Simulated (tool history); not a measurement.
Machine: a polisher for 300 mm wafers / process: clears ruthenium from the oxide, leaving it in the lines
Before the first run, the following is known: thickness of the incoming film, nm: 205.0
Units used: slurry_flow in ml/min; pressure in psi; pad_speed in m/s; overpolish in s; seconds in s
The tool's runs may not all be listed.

run 1 hour=0.0 | slurry_flow=265 pressure=1.9 pad_speed=1.18 overpolish=15 | seconds=149.26
run 2 hour=5.3 | slurry_flow=265 pressure=1.9 pad_speed=1.18 overpolish=15 | seconds=148.73
run 3 hour=10.6 | slurry_flow=330 pressure=1.9 pad_speed=1.18 overpolish=15 | seconds=147.17
run 4 hour=13.6 | slurry_flow=330 pressure=1.7 pad_speed=1.18 overpolish=15 | seconds=164.95
run 5 hour=20.6 | slurry_flow=330 pressure=1.7 pad_speed=1.18 overpolish=15 | seconds=162.27
run 6 hour=26.6 | slurry_flow=330 pressure=1.5 pad_speed=1.16 overpolish=15 | seconds=185.76
run 7 hour=28.2 | slurry_flow=330 pressure=1.4 pad_speed=1.16 overpolish=15 | seconds=197.73
run 8 hour=28.9 | slurry_flow=330 pressure=1.3 pad_speed=1.16 overpolish=15 | seconds=214.36
run 9 hour=37.2 | slurry_flow=325 pressure=1.2 pad_speed=1.16 overpolish=15 | seconds=230.04
run 10 hour=42.4 | slurry_flow=325 pressure=1.2 pad_speed=1.16 overpolish=15 | seconds=230.74

Run 11, settings as shown, results not yet in. Your forecast:
run 11 hour=50.9 | slurry_flow=310 pressure=1.0 pad_speed=1.16 overpolish=15 | seconds=?

{"run 11": {"seconds": 274.82}}
